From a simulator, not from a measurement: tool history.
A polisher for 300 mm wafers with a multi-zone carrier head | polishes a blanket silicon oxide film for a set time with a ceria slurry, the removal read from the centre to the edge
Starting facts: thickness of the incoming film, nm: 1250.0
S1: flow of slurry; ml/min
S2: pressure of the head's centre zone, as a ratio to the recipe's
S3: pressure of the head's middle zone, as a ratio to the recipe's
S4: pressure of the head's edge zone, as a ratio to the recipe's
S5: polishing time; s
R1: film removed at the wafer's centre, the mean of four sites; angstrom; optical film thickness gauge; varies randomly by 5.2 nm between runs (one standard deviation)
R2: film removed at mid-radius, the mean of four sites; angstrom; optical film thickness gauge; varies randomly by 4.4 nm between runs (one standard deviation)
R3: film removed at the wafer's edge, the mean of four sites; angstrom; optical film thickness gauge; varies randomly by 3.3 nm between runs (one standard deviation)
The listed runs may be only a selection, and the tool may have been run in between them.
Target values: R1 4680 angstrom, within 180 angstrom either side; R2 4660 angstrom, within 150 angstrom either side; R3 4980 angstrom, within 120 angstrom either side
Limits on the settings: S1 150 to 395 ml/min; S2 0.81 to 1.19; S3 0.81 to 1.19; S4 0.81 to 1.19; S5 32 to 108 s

{"run": 1, "hour": 0.0, "S1": 250, "S2": 1, "S3": 1, "S4": 1, "S5": 70, "R1": 3682.7, "R2": 3553.9, "R3": 3634.5}
{"run": 2, "hour": 1.6, "S1": 250, "S2": 1, "S3": 1, "S4": 0.92, "S5": 70, "R1": 3677.5, "R2": 3628.5, "R3": 3503.7}
{"run": 3, "hour": 7.1, "S1": 215, "S2": 1, "S3": 1, "S4": 0.92, "S5": 70, "R1": 3638.5, "R2": 3555.7, "R3": 3459.7}
{"run": 4, "hour": 14.6, "S1": 155, "S2": 1, "S3": 1, "S4": 0.92, "S5": 70, "R1": 3533.9, "R2": 3418.8, "R3": 3387}
{"run": 5, "hour": 20.5, "S1": 170, "S2": 1, "S3": 1.01, "S4": 0.97, "S5": 74, "R1": 3787.8, "R2": 3601.3, "R3": 3677.6}
{"run": 6, "hour": 22.0, "S1": 170, "S2": 1, "S3": 1.01, "S4": 0.97, "S5": 58, "R1": 2878.3, "R2": 2925.8, "R3": 2919}
{"run": 7, "hour": 29.4, "S1": 190, "S2": 1, "S3": 1.03, "S4": 1.01, "S5": 64, "R1": 3197.4, "R2": 3290.1, "R3": 3242.1}
{"run": 8, "hour": 38.1, "S1": 205, "S2": 1, "S3": 1.03, "S4": 1.04, "S5": 69, "R1": 3630.7, "R2": 3534.6, "R3": 3560.7}
{"run": 9, "hour": 39.0, "S1": 225, "S2": 0.9, "S3": 1.07, "S4": 1.14, "S5": 88, "R1": 4117.2, "R2": 4662, "R3": 4807.9}
{"run": 10, "hour": 47.9, "S1": 235, "S2": 0.92, "S3": 1.06, "S4": 1.14, "S5": 88, "R1": 4272.5, "R2": 4618.8, "R3": 4871.8}
{"run": 11, "hour": 56.2, "S1": 240, "S2": 0.93, "S3": 1.06, "S4": 1.14, "S5": 88, "R1": 4363.1, "R2": 4678.5, "R3": 4832.6}

Of the 4 settings listed for the next run, only one would bring every result within its allowed miss of target. Which one?
{"run": "A", "hour": 64.5, "S1": 235, "S2": 0.93, "S3": 1.03, "S4": 1.13, "S5": 88, "R1": "?", "R2": "?", "R3": "?"}
{"run": "B", "hour": 64.5, "S1": 200, "S2": 0.99, "S3": 1.02, "S4": 1.14, "S5": 91, "R1": "?", "R2": "?", "R3": "?"}
{"run": "C", "hour": 64.5, "S1": 280, "S2": 0.81, "S3": 1.07, "S4": 1.12, "S5": 91, "R1": "?", "R2": "?", "R3": "?"}
{"run": "D", "hour": 64.5, "S1": 275, "S2": 0.84, "S3": 1.04, "S4": 1.19, "S5": 88, "R1": "?", "R2": "?", "R3": "?"}

move=A R1=4272.1 R2=4600.7 R3=4820.9
move=B R1=4629.9 R2=4660.2 R3=4954.4
move=C R1=3906.7 R2=4945.3 R3=5016.1
move=D R1=3912.3 R2=4691.2 R3=5001.3
A: further off than the last run
B: all results land within tolerance of their targets
C: further off than the last run
D: further off than the last run
B is the move that brings every result within its allowed miss.
